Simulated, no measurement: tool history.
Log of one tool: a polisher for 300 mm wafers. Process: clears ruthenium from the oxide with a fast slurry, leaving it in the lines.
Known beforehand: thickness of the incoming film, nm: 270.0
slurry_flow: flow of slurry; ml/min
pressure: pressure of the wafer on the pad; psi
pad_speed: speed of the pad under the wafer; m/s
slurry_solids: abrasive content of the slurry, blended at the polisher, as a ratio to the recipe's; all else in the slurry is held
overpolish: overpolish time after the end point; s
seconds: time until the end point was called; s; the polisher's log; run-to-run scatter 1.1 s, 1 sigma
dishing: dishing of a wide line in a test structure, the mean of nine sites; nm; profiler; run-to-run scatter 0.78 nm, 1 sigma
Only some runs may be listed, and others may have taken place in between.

run	hour	slurry_flow	pressure	pad_speed	slurry_solids	overpolish	seconds	dishing
1	0.0	140	2.6	0.84	1.0	18	68.611	44.646
2	5.1	140	2.6	0.76	1.0	18	75.238	42.493
3	12.3	160	2.6	0.76	1.0	18	72.937	42.313
4	18.7	150	2.5	0.76	1.0	21	77.569	44.764
5	19.6	150	2.5	0.76	0.9	21	82.141	43.696
6	26.7	150	2.5	0.76	1.1	21	72.764	47.064

Run 7, settings as shown, results not yet in. Your forecast:
7	30.3	145	2.4	0.76	1.1	24	?	?

Run 7 came out at seconds 77.550 s, dishing 50.860 nm.
